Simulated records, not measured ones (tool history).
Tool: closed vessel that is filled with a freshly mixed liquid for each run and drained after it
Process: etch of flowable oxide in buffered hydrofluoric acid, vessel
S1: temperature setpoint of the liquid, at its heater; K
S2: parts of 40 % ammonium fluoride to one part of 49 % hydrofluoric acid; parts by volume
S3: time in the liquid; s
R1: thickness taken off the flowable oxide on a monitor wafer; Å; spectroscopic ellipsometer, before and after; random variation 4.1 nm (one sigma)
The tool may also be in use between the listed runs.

{"run": 1, "hour": 0.0, "S1": 295.15, "S2": 10.0, "S3": 95, "R1": 2382.6}
{"run": 2, "hour": 5.4, "S1": 296.65, "S2": 9.5, "S3": 95, "R1": 2699.9}
{"run": 3, "hour": 9.3, "S1": 298.15, "S2": 9.0, "S3": 95, "R1": 3060.8}
{"run": 4, "hour": 16.1, "S1": 300.15, "S2": 9.0, "S3": 95, "R1": 3320.8}
{"run": 5, "hour": 24.6, "S1": 298.65, "S2": 9.0, "S3": 95, "R1": 3089.0}
{"run": 6, "hour": 33.1, "S1": 299.65, "S2": 8.5, "S3": 95, "R1": 3423.8}

Forecast run 7:
{"run": 7, "hour": 41.7, "S1": 300.15, "S2": 8.0, "S3": 95, "R1": "?"}

R1: 3838.9 Å

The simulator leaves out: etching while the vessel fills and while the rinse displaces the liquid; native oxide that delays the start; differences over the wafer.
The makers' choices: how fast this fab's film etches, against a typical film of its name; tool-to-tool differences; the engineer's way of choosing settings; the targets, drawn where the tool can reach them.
